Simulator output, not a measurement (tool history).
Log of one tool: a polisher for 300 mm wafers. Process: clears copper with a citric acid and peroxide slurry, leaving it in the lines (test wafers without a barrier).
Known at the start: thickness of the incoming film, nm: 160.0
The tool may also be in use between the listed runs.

run,day,flow of slurry (ml/min),pressure of the wafer on the pad (kPa),speed of the pad under the wafer (m/s),abrasive content of the slurry,overpolish time after the end point (s),time until the end point was called (s),dishing of a wide line in a test structure (nm)
1,0.000,290,16.5,1.14,1.0,30,83.787,38.588
2,0.358,290,15.9,1.14,1.0,28,86.460,36.198
3,0.629,290,18.6,1.14,1.0,28,73.698,40.396
4,0.896,290,17.2,1.14,1.0,26,81.380,35.692
5,0.979,290,18.6,1.14,1.0,26,75.952,38.678
6,1.312,290,21.4,1.14,1.0,26,66.594,44.406
7,1.554,290,19.3,1.14,1.0,25,72.346,38.376
8,1.829,290,17.9,1.14,1.0,25,78.983,36.206

Forecast run 9:
9,1.875,290,16.5,1.14,1.0,24,?,?

{"run 9": {"time until the end point was called (s)": 83.283, "dishing of a wide line in a test structure (nm)": 33.721}}
